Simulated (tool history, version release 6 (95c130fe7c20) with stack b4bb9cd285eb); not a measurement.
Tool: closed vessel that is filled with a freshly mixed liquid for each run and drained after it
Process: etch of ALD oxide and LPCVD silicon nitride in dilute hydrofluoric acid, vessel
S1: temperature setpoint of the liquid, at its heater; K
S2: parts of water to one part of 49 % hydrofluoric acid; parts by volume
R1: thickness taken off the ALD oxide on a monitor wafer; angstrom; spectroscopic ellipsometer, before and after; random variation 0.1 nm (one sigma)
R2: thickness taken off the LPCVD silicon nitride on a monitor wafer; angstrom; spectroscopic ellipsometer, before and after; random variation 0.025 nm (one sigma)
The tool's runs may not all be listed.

{"run": 1, "hour": 0.0, "S1": 293.15, "S2": 190, "time in the liquid (s)": 400, "R1": 500.76, "R2": 7.3418}
{"run": 2, "hour": 9.1, "S1": 293.65, "S2": 210, "time in the liquid (s)": 405, "R1": 459.86, "R2": 7.645}
{"run": 3, "hour": 10.9, "S1": 293.15, "S2": 225, "time in the liquid (s)": 410, "R1": 418.92, "R2": 6.541}
{"run": 4, "hour": 18.0, "S1": 293.65, "S2": 240, "time in the liquid (s)": 410, "R1": 395.67, "R2": 6.658}
{"run": 5, "hour": 22.4, "S1": 295.15, "S2": 240, "time in the liquid (s)": 410, "R1": 417.18, "R2": 7.212}
{"run": 6, "hour": 29.1, "S1": 294.65, "S2": 255, "time in the liquid (s)": 415, "R1": 388.25, "R2": 6.5559}
{"run": 7, "hour": 37.6, "S1": 294.65, "S2": 265, "time in the liquid (s)": 420, "R1": 373.0, "R2": 6.7068}
{"run": 8, "hour": 39.2, "S1": 294.15, "S2": 275, "time in the liquid (s)": 425, "R1": 353.06, "R2": 6.378}
{"run": 9, "hour": 40.2, "S1": 293.65, "S2": 280, "time in the liquid (s)": 430, "R1": 341.53, "R2": 5.9524}
{"run": 10, "hour": 42.2, "S1": 293.65, "S2": 290, "time in the liquid (s)": 435, "R1": 330.07, "R2": 5.5043}
{"run": 11, "hour": 43.3, "S1": 294.15, "S2": 300, "time in the liquid (s)": 435, "R1": 323.96, "R2": 5.6879}
{"run": 12, "hour": 52.5, "S1": 294.15, "S2": 300, "time in the liquid (s)": 435, "R1": 324.18, "R2": 5.8014}
{"run": 13, "hour": 58.7, "S1": 294.15, "S2": 305, "time in the liquid (s)": 435, "R1": 316.64, "R2": 5.5359}

Run 14 comes next. What will it give?
{"run": 14, "hour": 63.7, "S1": 294.65, "S2": 310, "time in the liquid (s)": 435, "R1": "?", "R2": "?"}

{"run 14": {"R1": 315.3, "R2": 5.8383}}

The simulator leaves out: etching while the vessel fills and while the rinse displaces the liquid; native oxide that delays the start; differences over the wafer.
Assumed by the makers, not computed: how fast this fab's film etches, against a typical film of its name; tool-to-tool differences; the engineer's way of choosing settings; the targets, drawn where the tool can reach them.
